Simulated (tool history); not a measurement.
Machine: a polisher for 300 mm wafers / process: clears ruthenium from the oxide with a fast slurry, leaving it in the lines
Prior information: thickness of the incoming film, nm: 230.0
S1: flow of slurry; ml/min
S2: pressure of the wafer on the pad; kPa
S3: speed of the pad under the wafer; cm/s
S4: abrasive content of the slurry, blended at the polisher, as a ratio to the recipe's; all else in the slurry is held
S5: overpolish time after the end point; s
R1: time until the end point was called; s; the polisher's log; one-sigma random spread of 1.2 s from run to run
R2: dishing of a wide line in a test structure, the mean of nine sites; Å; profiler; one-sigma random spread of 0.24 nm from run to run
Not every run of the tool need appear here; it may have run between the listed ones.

run  hour   S1    S2   S3    S4  S5      R1      R2
  1     0  285  13.8  124     1   9  77.602  263.14
  2   0.9  285  12.4  124     1   8  86.623  227.05
  3   7.8  285  12.4  124  0.85   8  91.244  210.79
  4  12.6  285    11  124  0.85   8  101.15  192.54
  5  20.9  285    11  124     1   8  94.892  200.33
  6  25.2  285  10.3  124     1   7  101.92  166.96
  7    30  285   9.7  124     1   7  110.37  163.76
  8  34.8  285   9.7  124     1   6   109.7  136.37

The next listed run, before its measurement:
  9  37.9  285   9  124   1   6   ?   ?

R1: 116.32 s
R2: 122.71 Å

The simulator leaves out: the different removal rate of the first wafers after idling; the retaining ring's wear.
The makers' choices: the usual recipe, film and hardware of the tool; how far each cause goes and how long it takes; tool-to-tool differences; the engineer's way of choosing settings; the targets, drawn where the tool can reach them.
